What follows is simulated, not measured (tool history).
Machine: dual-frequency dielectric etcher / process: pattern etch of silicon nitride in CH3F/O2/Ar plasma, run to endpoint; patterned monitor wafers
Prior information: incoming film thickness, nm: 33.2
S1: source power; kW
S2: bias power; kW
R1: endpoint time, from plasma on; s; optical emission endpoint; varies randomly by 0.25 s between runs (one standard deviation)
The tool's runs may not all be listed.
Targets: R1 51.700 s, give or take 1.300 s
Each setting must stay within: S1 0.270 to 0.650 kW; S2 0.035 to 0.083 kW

run  hour     S1     S2      R1
  1   0.0  0.460  0.059  46.371
  2   3.0  0.430  0.058  47.376
  3   5.0  0.400  0.057  48.016
  4  10.8  0.400  0.064  47.190
  5  17.8  0.400  0.058  48.623
  6  21.4  0.380  0.057  49.478
  7  25.8  0.370  0.056  49.798
  8  33.0  0.360  0.055  50.218

Which one of the following 4 next-run settings gets every result inside its allowed miss? There is exactly one.
  A  40.2  0.460  0.053   ?
  B  40.2  0.380  0.057   ?
  C  40.2  0.310  0.059   ?
  D  40.2  0.270  0.047   ?

move      R1
   A  47.230
   B  48.964
   C  51.159
   D  55.572
A: lands further from the targets than the last run did
B: lands further from the targets than the last run did
C: all results land within tolerance of their targets
D: carries the result that was furthest off beyond its target, to the other side
The right move is C.
